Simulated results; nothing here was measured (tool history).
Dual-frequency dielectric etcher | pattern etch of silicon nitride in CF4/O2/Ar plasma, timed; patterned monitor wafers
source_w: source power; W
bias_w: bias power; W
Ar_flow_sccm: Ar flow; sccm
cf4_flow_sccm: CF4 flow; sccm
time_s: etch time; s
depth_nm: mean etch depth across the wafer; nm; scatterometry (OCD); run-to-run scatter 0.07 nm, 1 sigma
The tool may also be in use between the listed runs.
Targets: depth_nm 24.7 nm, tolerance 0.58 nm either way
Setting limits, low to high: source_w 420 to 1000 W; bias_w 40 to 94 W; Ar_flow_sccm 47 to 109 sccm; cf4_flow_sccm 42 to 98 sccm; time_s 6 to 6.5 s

{"run": 1, "hour": 0.0, "source_w": 710, "bias_w": 67, "Ar_flow_sccm": 78, "cf4_flow_sccm": 70, "time_s": 6.5, "depth_nm": 19.218}
{"run": 2, "hour": 1.2, "source_w": 710, "bias_w": 67, "Ar_flow_sccm": 78, "cf4_flow_sccm": 78, "time_s": 6.5, "depth_nm": 19.497}
{"run": 3, "hour": 6.0, "source_w": 710, "bias_w": 67, "Ar_flow_sccm": 78, "cf4_flow_sccm": 78, "time_s": 6, "depth_nm": 18.117}
{"run": 4, "hour": 7.5, "source_w": 750, "bias_w": 67, "Ar_flow_sccm": 78, "cf4_flow_sccm": 78, "time_s": 6, "depth_nm": 19.243}
{"run": 5, "hour": 12.0, "source_w": 780, "bias_w": 67, "Ar_flow_sccm": 78, "cf4_flow_sccm": 78, "time_s": 6, "depth_nm": 19.964}
{"run": 6, "hour": 13.0, "source_w": 780, "bias_w": 67, "Ar_flow_sccm": 87, "cf4_flow_sccm": 78, "time_s": 6, "depth_nm": 19.634}
{"run": 7, "hour": 14.3, "source_w": 810, "bias_w": 67, "Ar_flow_sccm": 87, "cf4_flow_sccm": 78, "time_s": 6, "depth_nm": 20.458}
{"run": 8, "hour": 20.0, "source_w": 830, "bias_w": 67, "Ar_flow_sccm": 87, "cf4_flow_sccm": 78, "time_s": 6, "depth_nm": 20.887}
{"run": 9, "hour": 26.9, "source_w": 850, "bias_w": 67, "Ar_flow_sccm": 87, "cf4_flow_sccm": 78, "time_s": 6, "depth_nm": 21.526}

Which of these 4 next moves meets every target?
{"run": "A", "hour": 33.8, "source_w": 800, "bias_w": 94, "Ar_flow_sccm": 101, "cf4_flow_sccm": 73, "time_s": 6.5, "depth_nm": "?"}
{"run": "B", "hour": 33.8, "source_w": 900, "bias_w": 72, "Ar_flow_sccm": 90, "cf4_flow_sccm": 79, "time_s": 6.5, "depth_nm": "?"}
{"run": "C", "hour": 33.8, "source_w": 920, "bias_w": 68, "Ar_flow_sccm": 78, "cf4_flow_sccm": 81, "time_s": 6.5, "depth_nm": "?"}
{"run": "D", "hour": 33.8, "source_w": 750, "bias_w": 90, "Ar_flow_sccm": 73, "cf4_flow_sccm": 72, "time_s": 6.5, "depth_nm": "?"}

move=A depth_nm=25.91
move=B depth_nm=25.654
move=C depth_nm=25.937
move=D depth_nm=24.512
A: pushes the last run's worst result past its target
B: pushes the last run's worst result past its target
C: pushes the last run's worst result past its target
D: hits every target within its allowed miss
Correct choice: D, which meets every target
